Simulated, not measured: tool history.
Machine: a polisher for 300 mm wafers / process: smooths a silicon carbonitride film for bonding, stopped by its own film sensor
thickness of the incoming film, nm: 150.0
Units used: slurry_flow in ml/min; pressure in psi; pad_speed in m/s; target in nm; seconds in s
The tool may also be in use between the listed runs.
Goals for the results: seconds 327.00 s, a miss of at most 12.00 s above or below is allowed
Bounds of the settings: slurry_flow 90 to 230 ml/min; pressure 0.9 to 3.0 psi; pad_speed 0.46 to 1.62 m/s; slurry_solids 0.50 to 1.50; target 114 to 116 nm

Run 1, hour 0.0: slurry_flow 150 ml/min, pressure 1.9 psi, pad_speed 1.04 m/s, slurry_solids 1.00, target 116 nm. Result: seconds 181.79 s.
Run 2, hour 8.5: slurry_flow 150 ml/min, pressure 1.9 psi, pad_speed 1.04 m/s, slurry_solids 1.00, target 116 nm. Result: seconds 182.77 s.
Run 3, hour 16.8: slurry_flow 150 ml/min, pressure 1.9 psi, pad_speed 1.04 m/s, slurry_solids 1.00, target 116 nm. Result: seconds 181.67 s.
Run 4, hour 22.1: slurry_flow 150 ml/min, pressure 1.5 psi, pad_speed 1.04 m/s, slurry_solids 1.00, target 116 nm. Result: seconds 223.33 s.
Run 5, hour 26.6: slurry_flow 150 ml/min, pressure 1.4 psi, pad_speed 1.02 m/s, slurry_solids 1.00, target 116 nm. Result: seconds 231.58 s.
Run 6, hour 29.9: slurry_flow 115 ml/min, pressure 1.4 psi, pad_speed 1.02 m/s, slurry_solids 1.00, target 116 nm. Result: seconds 254.33 s.
Run 7, hour 38.9: slurry_flow 110 ml/min, pressure 1.3 psi, pad_speed 1.02 m/s, slurry_solids 1.00, target 116 nm. Result: seconds 272.50 s.
Run 8, hour 43.3: slurry_flow 110 ml/min, pressure 1.3 psi, pad_speed 1.02 m/s, slurry_solids 1.00, target 116 nm. Result: seconds 265.67 s.

Consider the 5 candidate settings below. Which is the only one whose results all fall within their allowed miss of target?
Run A, hour 47.7: slurry_flow 165 ml/min, pressure 0.9 psi, pad_speed 1.08 m/s, slurry_solids 0.95, target 114 nm. Result: seconds ?.
Run B, hour 47.7: slurry_flow 120 ml/min, pressure 2.1 psi, pad_speed 0.92 m/s, slurry_solids 0.95, target 116 nm. Result: seconds ?.
Run C, hour 47.7: slurry_flow 95 ml/min, pressure 1.0 psi, pad_speed 1.02 m/s, slurry_solids 0.95, target 114 nm. Result: seconds ?.
Run D, hour 47.7: slurry_flow 125 ml/min, pressure 1.0 psi, pad_speed 0.84 m/s, slurry_solids 1.00, target 116 nm. Result: seconds ?.
Run E, hour 47.7: slurry_flow 95 ml/min, pressure 1.1 psi, pad_speed 1.12 m/s, slurry_solids 0.95, target 116 nm. Result: seconds ?.

move  seconds
   A   331.16
   B   200.41
   C   368.10
   D   369.12
   E   301.65
A: all results in spec
B: further off than the last run
C: takes the result that was furthest off past its target
D: takes the result that was furthest off past its target
E: better than the last run, though not everything is in spec
So the answer is move A, the one that meets all the targets.
